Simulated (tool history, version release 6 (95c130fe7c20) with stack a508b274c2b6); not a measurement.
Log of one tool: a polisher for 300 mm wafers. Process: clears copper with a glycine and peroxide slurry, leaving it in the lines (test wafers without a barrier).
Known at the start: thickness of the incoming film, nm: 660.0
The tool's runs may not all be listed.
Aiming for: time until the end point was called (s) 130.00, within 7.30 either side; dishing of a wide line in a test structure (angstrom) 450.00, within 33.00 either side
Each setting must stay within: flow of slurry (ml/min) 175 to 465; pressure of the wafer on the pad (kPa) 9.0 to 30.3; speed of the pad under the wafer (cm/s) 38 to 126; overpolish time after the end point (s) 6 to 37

run    day  flow of slurry (ml/min)  pressure of the wafer on the pad (kPa)  speed of the pad under the wafer (cm/s)  overpolish time after the end point (s)  time until the end point was called (s)  dishing of a wide line in a test structure (angstrom)
  1  0.000                      295                                    19.3                                       82                                       19                                   120.86                                                 625.33
  2  0.212                      295                                    19.3                                       90                                       19                                   110.64                                                 666.85
  3  0.379                      295                                    18.6                                       90                                       18                                   116.46                                                 614.18
  4  0.479                      295                                    18.6                                       90                                       23                                   112.70                                                 714.10
  5  0.792                      295                                    18.6                                      106                                       23                                   101.48                                                 801.13
  6  0.971                      295                                    17.9                                      106                                       22                                   104.42                                                 782.89
  7  1.229                      295                                    17.9                                      104                                       20                                   103.56                                                 682.78
  8  1.308                      295                                    17.2                                      104                                       20                                   108.04                                                 695.52
  9  1.471                      295                                    16.5                                      104                                       19                                   108.53                                                 644.15
 10  1.671                      295                                    15.9                                      104                                       18                                   112.53                                                 602.31
 11  1.767                      295                                    12.4                                      102                                       13                                   129.54                                                 401.00

Next run, 5 choices. One meets every target within its allowed miss, the rest don't. Which?
  A  1.862                      270                                    11.7                                      110                                       14                                        ?                                                      ?
  B  1.862                      340                                    10.3                                      118                                       11                                        ?                                                      ?
  C  1.862                      460                                    11.7                                      112                                       11                                        ?                                                      ?
  D  1.862                      335                                    12.4                                      102                                       11                                        ?                                                      ?
  E  1.862                      315                                    11.7                                      110                                       11                                        ?                                                      ?

move  time until the end point was called (s)  dishing of a wide line in a test structure (angstrom)
   A                                   129.36                                                 449.57
   B                                   128.09                                                 368.04
   C                                   121.98                                                 385.42
   D                                   130.11                                                 365.97
   E                                   127.33                                                 371.66
A: in spec on every target
B: further off than the last run
C: further off than the last run
D: further off than the last run
E: further off than the last run
Answer: A
